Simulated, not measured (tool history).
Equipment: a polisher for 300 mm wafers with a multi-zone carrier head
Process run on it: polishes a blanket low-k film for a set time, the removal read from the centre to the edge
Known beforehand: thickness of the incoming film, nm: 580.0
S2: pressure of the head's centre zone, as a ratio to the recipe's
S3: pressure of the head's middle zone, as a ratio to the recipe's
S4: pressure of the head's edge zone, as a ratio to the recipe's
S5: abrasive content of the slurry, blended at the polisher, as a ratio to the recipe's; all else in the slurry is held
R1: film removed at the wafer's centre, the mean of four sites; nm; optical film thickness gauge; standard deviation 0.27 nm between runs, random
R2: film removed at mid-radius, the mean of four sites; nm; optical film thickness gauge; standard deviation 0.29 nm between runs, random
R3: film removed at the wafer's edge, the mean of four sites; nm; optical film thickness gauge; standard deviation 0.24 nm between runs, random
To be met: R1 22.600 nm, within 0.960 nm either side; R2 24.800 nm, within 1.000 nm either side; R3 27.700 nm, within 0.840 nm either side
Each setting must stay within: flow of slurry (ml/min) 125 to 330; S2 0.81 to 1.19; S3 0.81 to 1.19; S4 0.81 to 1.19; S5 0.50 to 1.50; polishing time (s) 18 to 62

run 1 hour=0.0 | flow_of_slurry_(ml/min)=210 S2=1.00 S3=1.00 S4=1.00 S5=1.00 polishing_time_(s)=40 | R1=20.511 R2=19.509 R3=20.961
run 2 hour=1.8 | flow_of_slurry_(ml/min)=210 S2=1.00 S3=1.06 S4=1.00 S5=1.00 polishing_time_(s)=40 | R1=20.909 R2=20.318 R3=21.874
run 3 hour=3.3 | flow_of_slurry_(ml/min)=220 S2=0.99 S3=1.08 S4=1.02 S5=1.05 polishing_time_(s)=40 | R1=21.497 R2=21.534 R3=21.969
run 4 hour=11.6 | flow_of_slurry_(ml/min)=200 S2=0.96 S3=1.05 S4=1.04 S5=1.10 polishing_time_(s)=41 | R1=21.753 R2=22.017 R3=23.470
-- hour=18.7 edge zone pressure recalibrated
run 5 hour=18.7 | flow_of_slurry_(ml/min)=200 S2=0.96 S3=1.05 S4=1.04 S5=0.95 polishing_time_(s)=41 | R1=19.366 R2=20.316 R3=20.621
run 6 hour=26.0 | flow_of_slurry_(ml/min)=190 S2=0.94 S3=1.05 S4=1.04 S5=1.05 polishing_time_(s)=41 | R1=20.545 R2=21.286 R3=21.855
run 7 hour=27.5 | flow_of_slurry_(ml/min)=205 S2=0.84 S3=1.06 S4=1.14 S5=1.30 polishing_time_(s)=42 | R1=20.640 R2=25.393 R3=25.968
run 8 hour=29.1 | flow_of_slurry_(ml/min)=210 S2=0.85 S3=1.05 S4=1.15 S5=1.30 polishing_time_(s)=42 | R1=20.867 R2=24.576 R3=25.816
run 9 hour=31.2 | flow_of_slurry_(ml/min)=210 S2=0.85 S3=1.04 S4=1.16 S5=1.30 polishing_time_(s)=42 | R1=21.317 R2=24.595 R3=26.341
run 10 hour=35.1 | flow_of_slurry_(ml/min)=215 S2=0.85 S3=1.04 S4=1.17 S5=1.30 polishing_time_(s)=42 | R1=21.002 R2=24.605 R3=26.770
run 11 hour=39.2 | flow_of_slurry_(ml/min)=220 S2=0.86 S3=1.04 S4=1.17 S5=1.30 polishing_time_(s)=42 | R1=21.563 R2=24.644 R3=26.290

4 candidate next runs follow, results not yet known. Just one meets every target within its allowed miss. Identify it.
run A hour=43.3 | flow_of_slurry_(ml/min)=200 S2=0.91 S3=1.12 S4=1.17 S5=1.15 polishing_time_(s)=44 | R1=? R2=? R3=?
run B hour=43.3 | flow_of_slurry_(ml/min)=250 S2=0.85 S3=0.99 S4=1.16 S5=1.20 polishing_time_(s)=45 | R1=? R2=? R3=?
run C hour=43.3 | flow_of_slurry_(ml/min)=220 S2=0.83 S3=1.02 S4=1.18 S5=1.25 polishing_time_(s)=43 | R1=? R2=? R3=?
run D hour=43.3 | flow_of_slurry_(ml/min)=220 S2=0.98 S3=1.10 S4=1.11 S5=1.30 polishing_time_(s)=39 | R1=? R2=? R3=?

move=A R1=22.099 R2=25.468 R3=26.191
move=B R1=22.309 R2=24.739 R3=27.964
move=C R1=20.838 R2=24.318 R3=27.114
move=D R1=22.776 R2=23.942 R3=24.347
A: the biggest miss grows against the last run
B: hits every target within its allowed miss
C: gets the furthest-off result to its target, but another result is out of tolerance
D: the biggest miss grows against the last run
B is the move that brings every result within its allowed miss.

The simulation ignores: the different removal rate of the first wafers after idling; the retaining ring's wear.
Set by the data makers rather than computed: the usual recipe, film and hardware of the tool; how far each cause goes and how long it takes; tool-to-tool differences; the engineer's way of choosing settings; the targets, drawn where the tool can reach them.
